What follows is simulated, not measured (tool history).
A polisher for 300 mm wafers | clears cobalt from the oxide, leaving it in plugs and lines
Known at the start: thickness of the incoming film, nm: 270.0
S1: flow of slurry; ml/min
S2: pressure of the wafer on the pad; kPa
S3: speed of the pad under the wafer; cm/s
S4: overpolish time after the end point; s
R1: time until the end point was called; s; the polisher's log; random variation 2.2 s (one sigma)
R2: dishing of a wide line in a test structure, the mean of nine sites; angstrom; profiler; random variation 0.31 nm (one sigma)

run,hour,S1,S2,S3,S4,R1,R2
1,0,165,11,92,24,83.775,435.91
2,4.4,160,10.3,92,22,86.323,412.19
3,8.4,160,9.7,90,20,94.935,367.03
4,15,160,9.7,90,14,96.352,294.36
5,22.2,160,9.7,76,14,113.21,266.05
6,24.1,170,10.3,72,13,113.81,250.33
7,31,180,10.3,70,12,116.48,230.5

The next listed run, before its measurement:
8,39,185,10.3,70,11,?,?

Run 8 gave R1 111.46 s, R2 221.25 angstrom.

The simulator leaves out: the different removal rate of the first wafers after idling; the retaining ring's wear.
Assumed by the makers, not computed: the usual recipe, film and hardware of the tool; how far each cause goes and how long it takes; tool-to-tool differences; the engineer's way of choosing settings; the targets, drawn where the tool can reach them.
